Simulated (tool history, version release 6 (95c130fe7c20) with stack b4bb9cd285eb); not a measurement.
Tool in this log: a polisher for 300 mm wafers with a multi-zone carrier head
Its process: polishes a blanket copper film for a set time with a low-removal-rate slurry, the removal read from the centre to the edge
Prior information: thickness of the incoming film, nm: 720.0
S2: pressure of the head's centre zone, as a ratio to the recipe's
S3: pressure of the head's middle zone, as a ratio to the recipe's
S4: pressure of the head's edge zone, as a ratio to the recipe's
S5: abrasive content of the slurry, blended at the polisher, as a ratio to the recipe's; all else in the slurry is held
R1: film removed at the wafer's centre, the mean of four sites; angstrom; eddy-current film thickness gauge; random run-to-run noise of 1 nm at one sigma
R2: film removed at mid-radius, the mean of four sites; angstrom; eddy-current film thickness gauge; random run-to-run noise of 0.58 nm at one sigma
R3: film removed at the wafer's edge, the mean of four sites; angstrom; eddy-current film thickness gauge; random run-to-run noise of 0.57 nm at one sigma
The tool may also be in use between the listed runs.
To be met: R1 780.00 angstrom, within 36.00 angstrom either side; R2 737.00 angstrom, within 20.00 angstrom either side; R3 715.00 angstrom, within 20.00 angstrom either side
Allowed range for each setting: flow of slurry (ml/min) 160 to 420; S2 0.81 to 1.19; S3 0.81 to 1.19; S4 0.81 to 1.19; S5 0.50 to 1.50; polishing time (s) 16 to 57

run 1 hour=0.0 | flow_of_slurry_(ml/min)=270 S2=1.00 S3=1.00 S4=1.00 S5=1.00 polishing_time_(s)=36 | R1=945.27 R2=940.93 R3=974.93
run 2 hour=4.3 | flow_of_slurry_(ml/min)=205 S2=1.00 S3=1.00 S4=1.00 S5=1.00 polishing_time_(s)=36 | R1=935.84 R2=943.96 R3=971.22
run 3 hour=10.9 | flow_of_slurry_(ml/min)=205 S2=1.00 S3=0.93 S4=1.00 S5=1.00 polishing_time_(s)=36 | R1=920.31 R2=884.00 R3=963.23
run 4 hour=13.3 | flow_of_slurry_(ml/min)=205 S2=1.01 S3=0.94 S4=0.95 S5=0.85 polishing_time_(s)=35 | R1=874.31 R2=832.11 R3=901.13
run 5 hour=15.1 | flow_of_slurry_(ml/min)=205 S2=0.98 S3=0.94 S4=0.95 S5=0.85 polishing_time_(s)=35 | R1=854.88 R2=830.29 R3=888.61
run 6 hour=18.1 | flow_of_slurry_(ml/min)=250 S2=0.98 S3=0.94 S4=0.95 S5=0.85 polishing_time_(s)=35 | R1=862.33 R2=845.28 R3=893.66
run 7 hour=25.7 | flow_of_slurry_(ml/min)=260 S2=1.00 S3=0.96 S4=0.91 S5=0.75 polishing_time_(s)=34 | R1=826.40 R2=813.50 R3=818.66
run 8 hour=26.6 | flow_of_slurry_(ml/min)=265 S2=1.01 S3=0.95 S4=0.89 S5=0.65 polishing_time_(s)=34 | R1=813.06 R2=772.86 R3=807.92

Exercise: of the 4 proposed moves below, exactly one satisfies all targets within the stated allowed misses. Which move is it?
run A hour=27.5 | flow_of_slurry_(ml/min)=345 S2=1.13 S3=1.03 S4=0.81 S5=0.75 polishing_time_(s)=30 | R1=? R2=? R3=?
run B hour=27.5 | flow_of_slurry_(ml/min)=295 S2=1.04 S3=1.07 S4=0.81 S5=0.85 polishing_time_(s)=29 | R1=? R2=? R3=?
run C hour=27.5 | flow_of_slurry_(ml/min)=290 S2=1.04 S3=1.04 S4=0.81 S5=0.75 polishing_time_(s)=30 | R1=? R2=? R3=?
run D hour=27.5 | flow_of_slurry_(ml/min)=275 S2=1.06 S3=0.99 S4=0.83 S5=0.65 polishing_time_(s)=31 | R1=? R2=? R3=?

move=A R1=842.97 R2=777.29 R3=724.95
move=B R1=764.56 R2=788.08 R3=717.25
move=C R1=764.23 R2=772.61 R3=717.64
move=D R1=771.15 R2=739.86 R3=717.30
A: brings the result that was furthest off to its target, and leaves another outside
B: brings the result that was furthest off to its target, and leaves another outside
C: brings the result that was furthest off to its target, and leaves another outside
D: meets every target
D meets every target.
